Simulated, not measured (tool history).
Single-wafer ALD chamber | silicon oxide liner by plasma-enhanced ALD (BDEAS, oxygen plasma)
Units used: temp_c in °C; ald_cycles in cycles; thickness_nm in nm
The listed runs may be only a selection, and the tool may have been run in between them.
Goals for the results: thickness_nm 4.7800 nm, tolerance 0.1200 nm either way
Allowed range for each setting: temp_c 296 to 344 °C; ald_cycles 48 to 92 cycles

{"run": 1, "hour": 0.0, "temp_c": 320, "ald_cycles": 70, "thickness_nm": 6.2895}
{"run": 2, "hour": 6.1, "temp_c": 320, "ald_cycles": 79, "thickness_nm": 7.0356}
{"run": 3, "hour": 12.7, "temp_c": 330, "ald_cycles": 79, "thickness_nm": 6.9609}
{"run": 4, "hour": 13.4, "temp_c": 331, "ald_cycles": 71, "thickness_nm": 6.2453}
{"run": 5, "hour": 14.8, "temp_c": 332, "ald_cycles": 65, "thickness_nm": 5.7076}
{"run": 6, "hour": 16.3, "temp_c": 332, "ald_cycles": 71, "thickness_nm": 6.2315}
{"run": 7, "hour": 24.2, "temp_c": 332, "ald_cycles": 71, "thickness_nm": 6.2263}
{"run": 8, "hour": 27.0, "temp_c": 334, "ald_cycles": 60, "thickness_nm": 5.2404}
{"run": 9, "hour": 35.3, "temp_c": 334, "ald_cycles": 58, "thickness_nm": 5.1007}
{"run": 10, "hour": 36.8, "temp_c": 334, "ald_cycles": 57, "thickness_nm": 4.9816}

Exercise: of the 5 proposed moves below, exactly one satisfies all targets within the stated allowed misses. Which move is it?
{"run": "A", "hour": 38.3, "temp_c": 340, "ald_cycles": 58, "thickness_nm": "?"}
{"run": "B", "hour": 38.3, "temp_c": 340, "ald_cycles": 51, "thickness_nm": "?"}
{"run": "C", "hour": 38.3, "temp_c": 330, "ald_cycles": 54, "thickness_nm": "?"}
{"run": "D", "hour": 38.3, "temp_c": 330, "ald_cycles": 51, "thickness_nm": "?"}
{"run": "E", "hour": 38.3, "temp_c": 324, "ald_cycles": 58, "thickness_nm": "?"}

move=A thickness_nm=5.0551
move=B thickness_nm=4.4450
move=C thickness_nm=4.7787
move=D thickness_nm=4.5132
move=E thickness_nm=5.1792
A: lands further from the targets than the last run did
B: takes the result that was furthest off past its target
C: every result lands within tolerance
D: takes the result that was furthest off past its target
E: lands further from the targets than the last run did
C meets every target.

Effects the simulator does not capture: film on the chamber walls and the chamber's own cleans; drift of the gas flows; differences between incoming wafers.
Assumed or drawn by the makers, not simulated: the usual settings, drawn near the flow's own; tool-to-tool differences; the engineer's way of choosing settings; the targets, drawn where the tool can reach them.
